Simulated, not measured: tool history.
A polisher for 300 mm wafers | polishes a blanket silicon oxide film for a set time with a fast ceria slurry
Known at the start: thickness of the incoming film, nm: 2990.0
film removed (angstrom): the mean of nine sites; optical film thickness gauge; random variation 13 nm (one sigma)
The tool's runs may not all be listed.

| run | hour | flow of slurry (ml/min) | pressure of the wafer on the pad (psi) | speed of the pad under the wafer (m/s) | polishing time (s) | film removed (angstrom) |
|---|---|---|---|---|---|---|
| 1 | 0 | 190 | 3.2 | 1.26 | 46 | 10085 |
| 2 | 8.4 | 190 | 3.2 | 1.44 | 46 | 11274 |
| 3 | 9.5 | 200 | 3.6 | 1.44 | 46 | 12712 |
| 4 | 16.1 | 200 | 3.9 | 1.44 | 46 | 13652 |
| 5 | 22.7 | 200 | 3.9 | 1.22 | 46 | 11691 |
| 6 | 24.4 | 205 | 4.3 | 1.26 | 46 | 13166 |
| 7 | 32.4 | 210 | 4.5 | 1.3 | 46 | 14199 |
|  | 35.2 | slurry nozzle cleaned |
| 8 | 35.2 | 210 | 4.7 | 1.32 | 46 | 15553 |
| 9 | 36.8 | 210 | 4.7 | 1.32 | 46 | 15481 |
| 10 | 45.6 | 210 | 4.8 | 1.32 | 46 | 15724 |

The next listed run, before its measurement:
| 11 | 48.9 | 210 | 4.9 | 1.32 | 46 | ? |

film removed (angstrom): 16246
